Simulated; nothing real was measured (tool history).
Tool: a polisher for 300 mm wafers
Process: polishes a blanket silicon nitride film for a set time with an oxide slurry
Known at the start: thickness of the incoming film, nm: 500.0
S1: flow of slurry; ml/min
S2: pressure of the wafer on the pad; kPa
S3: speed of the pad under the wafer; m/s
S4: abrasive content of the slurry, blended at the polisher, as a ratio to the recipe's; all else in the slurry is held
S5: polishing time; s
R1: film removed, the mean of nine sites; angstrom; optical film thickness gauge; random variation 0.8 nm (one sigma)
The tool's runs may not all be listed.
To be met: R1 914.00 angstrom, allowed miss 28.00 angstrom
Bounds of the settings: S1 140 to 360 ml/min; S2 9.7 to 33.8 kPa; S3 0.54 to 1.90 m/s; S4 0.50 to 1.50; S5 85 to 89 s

Run 1, hour 0.0: S1 230 ml/min, S2 21.4 kPa, S3 1.22 m/s, S4 1.00, S5 85 s. Result: R1 574.73 angstrom.
Run 2, hour 6.4: S1 230 ml/min, S2 21.4 kPa, S3 1.22 m/s, S4 1.00, S5 89 s. Result: R1 611.80 angstrom.
Run 3, hour 12.9: S1 235 ml/min, S2 23.4 kPa, S3 1.22 m/s, S4 1.00, S5 89 s. Result: R1 678.29 angstrom.
Run 4, hour 18.3: S1 235 ml/min, S2 28.3 kPa, S3 1.22 m/s, S4 1.00, S5 89 s. Result: R1 805.72 angstrom.
Run 5, hour 22.1: S1 235 ml/min, S2 28.3 kPa, S3 1.22 m/s, S4 0.90, S5 89 s. Result: R1 761.39 angstrom.
Run 6, hour 29.0: S1 235 ml/min, S2 28.3 kPa, S3 1.22 m/s, S4 0.90, S5 85 s. Result: R1 730.86 angstrom.
Run 7, hour 31.5: S1 240 ml/min, S2 29.6 kPa, S3 1.22 m/s, S4 0.90, S5 85 s. Result: R1 771.19 angstrom.
Run 8, hour 36.4: S1 245 ml/min, S2 30.3 kPa, S3 1.22 m/s, S4 0.90, S5 85 s. Result: R1 781.60 angstrom.
Run 9, hour 43.9: S1 245 ml/min, S2 31.0 kPa, S3 1.24 m/s, S4 0.90, S5 85 s. Result: R1 810.54 angstrom.
Run 10, hour 50.8: S1 245 ml/min, S2 31.7 kPa, S3 1.24 m/s, S4 0.90, S5 85 s. Result: R1 827.03 angstrom.
Run 11, hour 51.9: S1 245 ml/min, S2 32.4 kPa, S3 1.26 m/s, S4 0.90, S5 85 s. Result: R1 864.61 angstrom.
Run 12, hour 59.2: S1 245 ml/min, S2 33.1 kPa, S3 1.26 m/s, S4 0.90, S5 85 s. Result: R1 868.87 angstrom.

Which of these 5 next moves meets every target?
Run A, hour 66.5: S1 230 ml/min, S2 32.4 kPa, S3 1.36 m/s, S4 0.75, S5 85 s. Result: R1 ?.
Run B, hour 66.5: S1 240 ml/min, S2 32.4 kPa, S3 1.30 m/s, S4 0.90, S5 88 s. Result: R1 ?.
Run C, hour 66.5: S1 270 ml/min, S2 33.8 kPa, S3 1.30 m/s, S4 0.70, S5 89 s. Result: R1 ?.
Run D, hour 66.5: S1 230 ml/min, S2 28.3 kPa, S3 1.44 m/s, S4 0.85, S5 85 s. Result: R1 ?.
Run E, hour 66.5: S1 300 ml/min, S2 30.3 kPa, S3 1.34 m/s, S4 0.70, S5 89 s. Result: R1 ?.

move      R1
   A  814.80
   B  905.34
   C  832.69
   D  802.03
   E  774.05
A: further off than the last run
B: meets every target
C: further off than the last run
D: further off than the last run
E: further off than the last run
Move B is the one to make.
